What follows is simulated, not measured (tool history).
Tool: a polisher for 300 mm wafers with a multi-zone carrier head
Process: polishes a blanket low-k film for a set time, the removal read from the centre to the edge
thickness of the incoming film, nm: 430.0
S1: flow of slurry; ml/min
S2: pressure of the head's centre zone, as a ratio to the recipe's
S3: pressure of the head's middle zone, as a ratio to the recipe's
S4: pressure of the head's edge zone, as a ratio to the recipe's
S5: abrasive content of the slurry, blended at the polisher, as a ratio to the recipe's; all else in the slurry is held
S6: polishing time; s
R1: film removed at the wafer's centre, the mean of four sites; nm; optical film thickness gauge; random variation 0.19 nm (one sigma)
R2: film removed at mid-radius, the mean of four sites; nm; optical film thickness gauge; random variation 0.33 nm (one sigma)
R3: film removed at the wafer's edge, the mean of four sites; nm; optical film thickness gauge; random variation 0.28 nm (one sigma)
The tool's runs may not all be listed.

run	hour	S1	S2	S3	S4	S5	S6	R1	R2	R3
1	0	265	1	1	1	1	78	28.806	29.179	28.146
2	8.4	265	1	1	1	1	86	31.443	31.563	31.964
3	11.4	255	0.96	1	1.01	0.9	84	27.871	29.511	29.42
4	16.6	255	0.96	0.97	1.01	0.9	84	28.207	29.72	28.995
5	22.9	245	0.94	0.98	1.04	0.85	82	25.971	27.345	28.511
6	25.2	240	0.91	0.99	1.03	0.8	81	24.076	26.554	25.637
# hour 31.1: edge zone pressure recalibrated
7	31.1	235	0.89	1.01	1.06	0.75	81	21.948	25.117	26.564
8	37.1	230	0.87	1.01	1.05	0.7	81	20.662	24.903	25.473
9	43.6	215	0.81	0.95	0.97	0.5	80	14.871	17.802	18.783
10	50.2	230	0.82	0.97	0.99	0.5	79	14.993	18.11	18.565
11	58.8	230	0.83	0.99	1.01	0.5	78	14.822	17.423	19.153

The next listed run, before its measurement:
12	62.4	225	0.83	1	1.01	0.55	78	?	?	?

{"run 12": {"R1": 15.788, "R2": 19.53, "R3": 20.164}}
